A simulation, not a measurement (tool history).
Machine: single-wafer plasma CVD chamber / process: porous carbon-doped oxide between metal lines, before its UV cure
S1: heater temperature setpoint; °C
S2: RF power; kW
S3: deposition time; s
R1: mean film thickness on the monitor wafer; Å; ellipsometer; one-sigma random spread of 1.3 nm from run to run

{"run": 1, "hour": 0.0, "S1": 285, "S2": 0.615, "S3": 44.5, "R1": 2862.2}
{"run": 2, "hour": 1.5, "S1": 280, "S2": 0.615, "S3": 44.5, "R1": 2946.6}
{"run": 3, "hour": 6.1, "S1": 284, "S2": 0.615, "S3": 44.5, "R1": 2896.5}
{"run": 4, "hour": 11.2, "S1": 284, "S2": 0.615, "S3": 44.5, "R1": 2902.0}
{"run": 5, "hour": 14.3, "S1": 280, "S2": 0.635, "S3": 44.6, "R1": 3022.9}
{"run": 6, "hour": 17.3, "S1": 276, "S2": 0.65, "S3": 44.7, "R1": 3161.4}
{"run": 7, "hour": 20.1, "S1": 273, "S2": 0.655, "S3": 44.7, "R1": 3240.4}

Run 8 has not been measured yet. What should we expect?
{"run": 8, "hour": 21.4, "S1": 271, "S2": 0.66, "S3": 44.7, "R1": "?"}

R1: 3276.2 Å
